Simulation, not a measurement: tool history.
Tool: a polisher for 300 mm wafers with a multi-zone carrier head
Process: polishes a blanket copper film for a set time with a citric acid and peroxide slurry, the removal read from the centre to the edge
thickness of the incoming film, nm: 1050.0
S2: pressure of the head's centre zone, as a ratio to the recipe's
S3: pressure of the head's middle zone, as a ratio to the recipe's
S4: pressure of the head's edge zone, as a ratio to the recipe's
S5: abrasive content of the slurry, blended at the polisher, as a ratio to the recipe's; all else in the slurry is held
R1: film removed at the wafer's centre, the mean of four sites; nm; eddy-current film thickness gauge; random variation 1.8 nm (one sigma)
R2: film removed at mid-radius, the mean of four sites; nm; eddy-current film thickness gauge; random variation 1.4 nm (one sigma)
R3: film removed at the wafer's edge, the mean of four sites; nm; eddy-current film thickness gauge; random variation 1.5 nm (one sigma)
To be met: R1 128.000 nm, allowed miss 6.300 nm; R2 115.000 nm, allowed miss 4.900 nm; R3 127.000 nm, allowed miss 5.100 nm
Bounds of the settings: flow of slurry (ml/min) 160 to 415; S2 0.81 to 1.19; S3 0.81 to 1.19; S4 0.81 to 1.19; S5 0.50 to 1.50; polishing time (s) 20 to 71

Run 1, day 0.000: flow of slurry (ml/min) 265, S2 1.00, S3 1.00, S4 1.00, S5 1.00, polishing time (s) 45. Result: R1 83.772 nm, R2 87.037 nm, R3 88.714 nm.
Run 2, day 0.262: flow of slurry (ml/min) 265, S2 1.02, S3 1.00, S4 1.02, S5 1.10, polishing time (s) 47. Result: R1 92.384 nm, R2 91.296 nm, R3 92.479 nm.
Run 3, day 0.412: flow of slurry (ml/min) 265, S2 1.02, S3 0.99, S4 1.03, S5 1.15, polishing time (s) 50. Result: R1 100.340 nm, R2 99.008 nm, R3 100.480 nm.
Run 4, day 0.621: flow of slurry (ml/min) 265, S2 1.02, S3 0.97, S4 1.05, S5 1.20, polishing time (s) 51. Result: R1 102.770 nm, R2 98.417 nm, R3 105.540 nm.
Run 5, day 0.675: flow of slurry (ml/min) 265, S2 1.02, S3 0.97, S4 1.05, S5 1.20, polishing time (s) 44. Result: R1 90.160 nm, R2 86.470 nm, R3 90.459 nm.
Run 6, day 0.967: flow of slurry (ml/min) 265, S2 1.02, S3 0.93, S4 1.05, S5 1.20, polishing time (s) 44. Result: R1 85.967 nm, R2 85.156 nm, R3 89.343 nm.
Run 7, day 1.158: flow of slurry (ml/min) 265, S2 1.02, S3 0.94, S4 1.07, S5 1.25, polishing time (s) 46. Result: R1 94.688 nm, R2 88.937 nm, R3 97.227 nm.
Run 8, day 1.208: flow of slurry (ml/min) 270, S2 1.02, S3 0.96, S4 1.08, S5 1.30, polishing time (s) 47. Result: R1 96.116 nm, R2 92.355 nm, R3 98.855 nm.
Run 9, day 1.521: flow of slurry (ml/min) 270, S2 1.03, S3 0.96, S4 1.09, S5 1.35, polishing time (s) 49. Result: R1 100.690 nm, R2 97.715 nm, R3 103.940 nm.

5 next moves are on the table. One of them brings every result within its allowed miss. Which?
Run A, day 1.833: flow of slurry (ml/min) 310, S2 0.87, S3 1.19, S4 0.91, S5 1.50, polishing time (s) 43. Result: R1 ?, R2 ?, R3 ?.
Run B, day 1.833: flow of slurry (ml/min) 285, S2 1.03, S3 1.13, S4 0.96, S5 1.50, polishing time (s) 52. Result: R1 ?, R2 ?, R3 ?.
Run C, day 1.833: flow of slurry (ml/min) 275, S2 1.16, S3 0.86, S4 1.08, S5 1.35, polishing time (s) 56. Result: R1 ?, R2 ?, R3 ?.
Run D, day 1.833: flow of slurry (ml/min) 405, S2 1.04, S3 0.89, S4 1.04, S5 1.40, polishing time (s) 58. Result: R1 ?, R2 ?, R3 ?.
Run E, day 1.833: flow of slurry (ml/min) 260, S2 1.17, S3 0.85, S4 1.05, S5 1.30, polishing time (s) 57. Result: R1 ?, R2 ?, R3 ?.

move       R1       R2       R3
   A   78.534  104.600   87.859
   B  111.450  120.910  108.020
   C  131.390  106.090  119.750
   D  127.920  117.400  126.340
   E  132.780  105.610  118.740
A: further off than the last run
B: nearer than the last run, and not there yet
C: nearer than the last run, and not there yet
D: meets every target
E: nearer than the last run, and not there yet
Move D is the one to make.

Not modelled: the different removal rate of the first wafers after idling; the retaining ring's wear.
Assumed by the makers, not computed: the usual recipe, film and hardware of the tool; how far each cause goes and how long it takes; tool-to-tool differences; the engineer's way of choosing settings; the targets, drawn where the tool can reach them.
